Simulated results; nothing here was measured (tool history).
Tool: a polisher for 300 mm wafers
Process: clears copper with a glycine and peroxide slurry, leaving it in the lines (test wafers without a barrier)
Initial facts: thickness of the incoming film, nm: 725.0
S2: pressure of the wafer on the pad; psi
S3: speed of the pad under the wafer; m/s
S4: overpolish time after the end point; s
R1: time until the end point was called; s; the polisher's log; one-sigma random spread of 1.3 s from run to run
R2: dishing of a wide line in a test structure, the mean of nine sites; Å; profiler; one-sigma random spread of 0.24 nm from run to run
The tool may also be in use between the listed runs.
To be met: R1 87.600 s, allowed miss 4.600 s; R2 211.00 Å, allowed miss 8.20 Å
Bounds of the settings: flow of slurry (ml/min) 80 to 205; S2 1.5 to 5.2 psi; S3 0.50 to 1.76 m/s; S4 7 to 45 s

run 1 hour=0.0 | flow_of_slurry_(ml/min)=135 S2=3.3 S3=1.12 S4=23 | R1=127.480 R2=225.15
run 2 hour=2.8 | flow_of_slurry_(ml/min)=135 S2=3.3 S3=1.12 S4=27 | R1=125.260 R2=222.60
run 3 hour=4.6 | flow_of_slurry_(ml/min)=135 S2=3.3 S3=1.12 S4=19 | R1=125.980 R2=217.85
run 4 hour=12.8 | flow_of_slurry_(ml/min)=135 S2=3.6 S3=1.14 S4=16 | R1=117.250 R2=216.19
run 5 hour=17.6 | flow_of_slurry_(ml/min)=135 S2=3.0 S3=1.14 S4=16 | R1=134.390 R2=208.35
run 6 hour=23.4 | flow_of_slurry_(ml/min)=135 S2=3.0 S3=1.14 S4=7 | R1=135.090 R2=158.96
run 7 hour=28.7 | flow_of_slurry_(ml/min)=135 S2=3.4 S3=1.14 S4=8 | R1=118.980 R2=179.96
run 8 hour=37.1 | flow_of_slurry_(ml/min)=135 S2=3.7 S3=1.14 S4=8 | R1=112.550 R2=185.57
run 9 hour=43.3 | flow_of_slurry_(ml/min)=135 S2=3.9 S3=1.14 S4=8 | R1=107.290 R2=188.14
run 10 hour=51.8 | flow_of_slurry_(ml/min)=135 S2=4.1 S3=1.14 S4=8 | R1=102.870 R2=188.66
run 11 hour=53.6 | flow_of_slurry_(ml/min)=135 S2=4.3 S3=1.14 S4=9 | R1=97.132 R2=198.71
run 12 hour=55.6 | flow_of_slurry_(ml/min)=135 S2=4.4 S3=1.14 S4=9 | R1=96.290 R2=199.98
run 13 hour=62.2 | flow_of_slurry_(ml/min)=145 S2=4.9 S3=1.10 S4=20 | R1=87.551 R2=226.20
run 14 hour=68.9 | flow_of_slurry_(ml/min)=145 S2=4.9 S3=1.10 S4=19 | R1=88.421 R2=223.47
run 15 hour=71.0 | flow_of_slurry_(ml/min)=145 S2=4.9 S3=1.10 S4=18 | R1=89.333 R2=218.88
run 16 hour=76.5 | flow_of_slurry_(ml/min)=145 S2=4.9 S3=1.10 S4=18 | R1=89.562 R2=223.13

Which one of the following 5 next-run settings gets every result inside its allowed miss? There is exactly one.
run A hour=82.0 | flow_of_slurry_(ml/min)=130 S2=5.2 S3=1.08 S4=24 | R1=? R2=?
run B hour=82.0 | flow_of_slurry_(ml/min)=170 S2=4.6 S3=1.14 S4=21 | R1=? R2=?
run C hour=82.0 | flow_of_slurry_(ml/min)=130 S2=4.8 S3=1.04 S4=11 | R1=? R2=?
run D hour=82.0 | flow_of_slurry_(ml/min)=155 S2=4.6 S3=1.06 S4=9 | R1=? R2=?
run E hour=82.0 | flow_of_slurry_(ml/min)=155 S2=4.9 S3=1.10 S4=11 | R1=? R2=?

move=A R1=90.022 R2=228.14
move=B R1=90.968 R2=227.25
move=C R1=100.080 R2=213.91
move=D R1=98.656 R2=204.84
move=E R1=90.180 R2=217.10
A: lands further from the targets than the last run did
B: lands further from the targets than the last run did
C: puts the biggest miss on target and leaves a different result outside tolerance
D: puts the biggest miss on target and leaves a different result outside tolerance
E: every result within its allowed miss
E is the move that brings every result within its allowed miss.
